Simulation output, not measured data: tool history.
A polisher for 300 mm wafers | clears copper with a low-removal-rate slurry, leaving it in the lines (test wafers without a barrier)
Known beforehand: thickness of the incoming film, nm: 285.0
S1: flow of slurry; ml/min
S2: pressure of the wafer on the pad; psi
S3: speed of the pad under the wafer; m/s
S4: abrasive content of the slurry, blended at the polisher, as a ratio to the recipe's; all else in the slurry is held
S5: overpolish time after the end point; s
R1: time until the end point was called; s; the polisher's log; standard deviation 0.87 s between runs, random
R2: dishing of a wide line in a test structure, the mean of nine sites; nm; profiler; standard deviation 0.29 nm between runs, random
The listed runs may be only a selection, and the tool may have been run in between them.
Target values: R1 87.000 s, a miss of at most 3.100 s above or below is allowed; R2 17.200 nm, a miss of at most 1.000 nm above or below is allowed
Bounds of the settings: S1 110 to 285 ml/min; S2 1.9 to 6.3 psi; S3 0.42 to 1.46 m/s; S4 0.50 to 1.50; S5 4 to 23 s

run,hour,S1,S2,S3,S4,S5,R1,R2
1,0.0,180,4.1,0.94,1.00,12,73.059,28.764
2,0.9,180,3.3,0.94,1.00,12,92.444,25.095
3,3.5,180,3.3,0.94,1.00,11,90.064,23.476
4,4.5,180,3.3,1.02,1.00,11,82.878,24.970
5,8.9,180,3.3,1.02,1.00,6,84.051,15.564
6,14.2,180,3.3,1.02,1.00,4,83.533,10.783
7,20.1,175,3.3,1.02,1.00,5,85.789,13.281
8,21.8,125,3.5,1.02,1.00,7,83.560,18.113

Which of these 5 next moves meets every target?
A,23.5,110,3.3,1.06,0.90,7,?,?
B,23.5,120,3.5,1.00,1.00,8,?,?
C,23.5,115,3.9,1.00,0.90,6,?,?
D,23.5,135,3.2,1.20,0.75,7,?,?
E,23.5,145,3.5,1.04,1.20,7,?,?

move,R1,R2
A,86.559,17.466
B,84.545,19.842
C,77.614,16.868
D,79.323,18.739
E,77.735,19.074
A: all results land within tolerance of their targets
B: puts the biggest miss on target and leaves a different result outside tolerance
C: further off than the last run
D: further off than the last run
E: further off than the last run
A meets every target.

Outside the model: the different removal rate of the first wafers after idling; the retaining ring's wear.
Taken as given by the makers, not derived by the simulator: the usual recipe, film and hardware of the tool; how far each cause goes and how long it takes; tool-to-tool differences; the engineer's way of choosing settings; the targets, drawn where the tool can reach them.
